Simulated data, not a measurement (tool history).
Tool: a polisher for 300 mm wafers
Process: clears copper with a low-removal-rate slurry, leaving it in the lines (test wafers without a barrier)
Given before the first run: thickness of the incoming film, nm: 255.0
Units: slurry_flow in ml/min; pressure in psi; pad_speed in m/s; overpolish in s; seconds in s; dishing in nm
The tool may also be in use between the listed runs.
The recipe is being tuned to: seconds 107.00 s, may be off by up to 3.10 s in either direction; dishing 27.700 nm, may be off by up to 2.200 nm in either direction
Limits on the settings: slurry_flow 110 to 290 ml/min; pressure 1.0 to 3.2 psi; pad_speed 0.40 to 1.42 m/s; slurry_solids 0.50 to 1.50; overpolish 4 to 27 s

run  hour  slurry_flow  pressure  pad_speed  slurry_solids  overpolish  seconds  dishing
  1   0.0          185       2.1       0.90           1.00          14   154.29   16.169
  2   2.0          150       2.1       0.90           1.00          14   156.05   15.203
  3  10.7          150       2.1       0.90           1.00          17   157.55   18.775
  4  11.7          155       2.3       0.90           1.00          17   145.12   19.564
  5  20.7          155       2.3       0.90           0.80          17   153.14   19.176
  6  28.8          155       2.3       0.90           0.80          21   150.89   21.960
  7  35.7          200       2.9       0.92           0.80          19   117.85   25.104
  8  43.5          200       3.0       0.92           0.80          19   116.15   25.341
  9  50.6          200       3.1       0.92           0.80          19   112.42   25.404

Exercise: of the 5 proposed moves below, exactly one satisfies all targets within the stated allowed misses. Which move is it?
  A  57.7          195       3.2       0.92           0.75          15        ?        ?
  B  57.7          180       3.2       0.88           0.80          23        ?        ?
  C  57.7          220       3.2       0.92           0.90          15        ?        ?
  D  57.7          145       2.6       1.14           0.90          21        ?        ?
  E  57.7          240       3.2       0.94           0.85          14        ?        ?

move  seconds  dishing
   A   110.50   21.903
   B   115.11   28.742
   C   105.47   22.678
   D   107.06   28.041
   E   103.46   21.850
A: its largest miss is bigger than the last run's
B: its largest miss is bigger than the last run's
C: gets the furthest-off result to its target, but another result is out of tolerance
D: each result inside its tolerance
E: pushes the last run's worst result past its target
The right move is D.
